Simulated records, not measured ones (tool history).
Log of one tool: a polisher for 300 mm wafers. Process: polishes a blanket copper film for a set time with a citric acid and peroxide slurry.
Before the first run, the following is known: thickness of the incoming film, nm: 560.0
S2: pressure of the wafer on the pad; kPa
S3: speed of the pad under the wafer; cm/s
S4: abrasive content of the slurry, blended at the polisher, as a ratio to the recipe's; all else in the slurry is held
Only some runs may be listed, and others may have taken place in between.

{"run": 1, "hour": 0.0, "flow of slurry (ml/min)": 300, "S2": 17.2, "S3": 126, "S4": 1, "polishing time (s)": 23, "film removed (angstrom)": 520.99}
{"run": 2, "hour": 1.3, "flow of slurry (ml/min)": 300, "S2": 15.9, "S3": 126, "S4": 1, "polishing time (s)": 23, "film removed (angstrom)": 498.55}
{"run": 3, "hour": 3.4, "flow of slurry (ml/min)": 300, "S2": 14.5, "S3": 126, "S4": 1, "polishing time (s)": 23, "film removed (angstrom)": 468.08}
{"run": 4, "hour": 4.7, "flow of slurry (ml/min)": 300, "S2": 14.5, "S3": 146, "S4": 1, "polishing time (s)": 23, "film removed (angstrom)": 533.04}
{"run": 5, "hour": 7.7, "flow of slurry (ml/min)": 300, "S2": 13.1, "S3": 144, "S4": 1, "polishing time (s)": 23, "film removed (angstrom)": 483.77}
{"run": 6, "hour": 9.3, "flow of slurry (ml/min)": 300, "S2": 12.4, "S3": 142, "S4": 1, "polishing time (s)": 23, "film removed (angstrom)": 465.42}
{"run": 7, "hour": 12.1, "flow of slurry (ml/min)": 300, "S2": 11.7, "S3": 140, "S4": 1, "polishing time (s)": 23, "film removed (angstrom)": 453.27}
{"run": 8, "hour": 16.8, "flow of slurry (ml/min)": 300, "S2": 11, "S3": 138, "S4": 1, "polishing time (s)": 23, "film removed (angstrom)": 424.71}
{"run": 9, "hour": 25.8, "flow of slurry (ml/min)": 300, "S2": 11, "S3": 138, "S4": 1, "polishing time (s)": 23, "film removed (angstrom)": 426.38}
{"run": 10, "hour": 32.5, "flow of slurry (ml/min)": 300, "S2": 10.3, "S3": 136, "S4": 1, "polishing time (s)": 23, "film removed (angstrom)": 399.48}

Run 11 comes next. What will it give?
{"run": 11, "hour": 37.9, "flow of slurry (ml/min)": 300, "S2": 9.7, "S3": 136, "S4": 1, "polishing time (s)": 23, "film removed (angstrom)": "?"}

{"run 11": {"film removed (angstrom)": 382.86}}
